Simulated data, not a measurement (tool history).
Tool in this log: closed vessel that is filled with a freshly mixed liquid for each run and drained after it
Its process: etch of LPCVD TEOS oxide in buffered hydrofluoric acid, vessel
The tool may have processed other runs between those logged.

run	day	temperature setpoint of the liquid (K)	parts of 40 % ammonium fluoride to one part of 49 % hydrofluoric acid (parts by volume)	time in the liquid (s)	thickness taken off the LPCVD TEOS oxide on a monitor wafer (nm)
1	0.000	295.15	10.5	90	281.61
2	0.221	295.15	12.0	90	246.40
3	0.429	295.15	14.5	90	205.43
4	0.583	295.15	13.0	90	228.56
5	0.708	295.15	16.0	90	186.30
6	0.858	295.15	16.0	95	197.81

Expected results for the next run?
7	0.996	294.15	16.0	95	?

Run 7 came out at thickness taken off the LPCVD TEOS oxide on a monitor wafer (nm) 187.21.
